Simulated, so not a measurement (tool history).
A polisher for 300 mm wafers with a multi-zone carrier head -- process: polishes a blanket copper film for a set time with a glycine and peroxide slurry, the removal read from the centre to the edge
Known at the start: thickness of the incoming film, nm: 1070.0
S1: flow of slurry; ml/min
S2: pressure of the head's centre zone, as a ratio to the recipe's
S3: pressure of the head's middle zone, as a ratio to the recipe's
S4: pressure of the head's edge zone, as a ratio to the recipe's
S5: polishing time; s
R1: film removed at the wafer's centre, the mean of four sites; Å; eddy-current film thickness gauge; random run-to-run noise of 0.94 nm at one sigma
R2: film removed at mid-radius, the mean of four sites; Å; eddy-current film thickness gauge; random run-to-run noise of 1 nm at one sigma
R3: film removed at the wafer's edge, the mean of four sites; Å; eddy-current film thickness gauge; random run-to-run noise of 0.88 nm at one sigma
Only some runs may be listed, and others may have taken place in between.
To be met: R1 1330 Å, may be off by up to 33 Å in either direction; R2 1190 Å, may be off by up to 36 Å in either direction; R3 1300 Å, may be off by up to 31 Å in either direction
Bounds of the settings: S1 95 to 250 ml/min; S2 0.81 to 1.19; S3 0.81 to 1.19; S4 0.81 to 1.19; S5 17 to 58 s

run,hour,S1,S2,S3,S4,S5,R1,R2,R3
1,0,160,1,1,1,37,1435.3,1499.8,1452.3
2,1.6,155,1,0.98,0.99,37,1454.4,1419.1,1444.7
3,5.5,150,1,0.98,0.98,37,1437.6,1437.9,1426.3
4,9.7,145,1,0.97,0.97,37,1436.9,1414.5,1416.3
5,10.7,140,1,0.96,0.96,37,1433.4,1404.7,1408.1
6,18.6,140,1,0.88,0.96,37,1418.4,1295,1402.9
7,25.7,135,1,0.88,0.95,37,1396.4,1280.9,1388
8,30,130,1,0.88,0.94,37,1380.9,1265.7,1390.5
9,33.2,130,1,0.88,0.93,37,1389.8,1282,1349.3
10,40.4,130,1,0.88,0.93,37,1383.9,1270.4,1363.5
11,41.4,125,1,0.88,0.93,37,1353.2,1263.3,1374.3
12,44.5,125,1,0.87,0.92,37,1350.6,1245.9,1345.5
13,48.2,120,1.01,0.85,0.9,37,1368.3,1210.1,1325.4
# hour 50.2: worn pad replaced by a new one
14,50.2,100,1,0.85,0.89,37,1391.4,1252,1412
15,54.1,105,1,0.85,0.89,37,1417.7,1264.8,1416.1
16,61.7,105,1,0.85,0.89,37,1410.8,1278.5,1393.9
17,62.9,100,0.98,0.81,0.82,35,1290,1146.8,1277.2

Pick the move, out of 4, that brings all results within their allowed miss; only one does.
A,64.1,95,0.99,0.85,0.95,35,?,?,?
B,64.1,105,0.98,0.82,0.82,35,?,?,?
C,64.1,105,0.94,0.84,0.85,35,?,?,?
D,64.1,105,0.97,0.82,0.81,34,?,?,?

move,R1,R2,R3
A,1258.5,1170.1,1348.3
B,1298.2,1177.1,1291.7
C,1250,1200.7,1312
D,1249.4,1143.5,1248.1
A: lands further from the targets than the last run did
B: every result lands within tolerance
C: lands further from the targets than the last run did
D: lands further from the targets than the last run did
B is the move that brings every result within its allowed miss.
